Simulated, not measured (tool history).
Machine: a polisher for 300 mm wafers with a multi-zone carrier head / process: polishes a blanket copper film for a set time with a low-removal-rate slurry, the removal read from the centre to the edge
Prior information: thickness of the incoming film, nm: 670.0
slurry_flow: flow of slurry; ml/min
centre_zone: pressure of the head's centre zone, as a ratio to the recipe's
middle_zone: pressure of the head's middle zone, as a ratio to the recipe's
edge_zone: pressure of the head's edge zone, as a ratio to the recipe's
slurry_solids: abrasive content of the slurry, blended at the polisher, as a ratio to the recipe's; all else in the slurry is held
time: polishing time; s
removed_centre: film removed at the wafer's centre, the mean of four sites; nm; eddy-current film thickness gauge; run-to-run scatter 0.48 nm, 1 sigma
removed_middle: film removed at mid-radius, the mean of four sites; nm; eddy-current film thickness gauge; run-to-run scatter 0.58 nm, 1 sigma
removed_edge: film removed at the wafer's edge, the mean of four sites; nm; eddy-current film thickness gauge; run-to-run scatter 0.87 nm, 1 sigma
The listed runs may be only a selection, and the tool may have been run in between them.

{"run": 1, "hour": 0.0, "slurry_flow": 295, "centre_zone": 1.0, "middle_zone": 1.0, "edge_zone": 1.0, "slurry_solids": 1.0, "time": 35, "removed_centre": 61.876, "removed_middle": 62.416, "removed_edge": 61.189}
{"run": 2, "hour": 1.4, "slurry_flow": 295, "centre_zone": 1.0, "middle_zone": 0.97, "edge_zone": 1.0, "slurry_solids": 1.0, "time": 35, "removed_centre": 61.697, "removed_middle": 60.637, "removed_edge": 60.632}
{"run": 3, "hour": 8.5, "slurry_flow": 295, "centre_zone": 1.07, "middle_zone": 0.97, "edge_zone": 1.0, "slurry_solids": 1.0, "time": 35, "removed_centre": 66.388, "removed_middle": 59.749, "removed_edge": 59.982}
{"run": 4, "hour": 14.3, "slurry_flow": 300, "centre_zone": 1.07, "middle_zone": 0.97, "edge_zone": 1.02, "slurry_solids": 1.05, "time": 35, "removed_centre": 67.304, "removed_middle": 61.861, "removed_edge": 61.518}
{"run": 5, "hour": 22.1, "slurry_flow": 300, "centre_zone": 1.07, "middle_zone": 0.93, "edge_zone": 1.02, "slurry_solids": 1.05, "time": 35, "removed_centre": 67.921, "removed_middle": 59.277, "removed_edge": 62.498}
{"run": 6, "hour": 28.8, "slurry_flow": 300, "centre_zone": 1.13, "middle_zone": 0.93, "edge_zone": 1.02, "slurry_solids": 1.05, "time": 35, "removed_centre": 70.928, "removed_middle": 59.767, "removed_edge": 62.389}
{"run": 7, "hour": 34.8, "slurry_flow": 305, "centre_zone": 1.12, "middle_zone": 0.93, "edge_zone": 1.04, "slurry_solids": 1.1, "time": 35, "removed_centre": 71.587, "removed_middle": 60.752, "removed_edge": 64.648}

What will run 8 give?
{"run": 8, "hour": 35.5, "slurry_flow": 315, "centre_zone": 1.12, "middle_zone": 0.93, "edge_zone": 1.06, "slurry_solids": 1.1, "time": 35, "removed_centre": "?", "removed_middle": "?", "removed_edge": "?"}

removed_centre: 72.426 nm
removed_middle: 60.280 nm
removed_edge: 64.743 nm
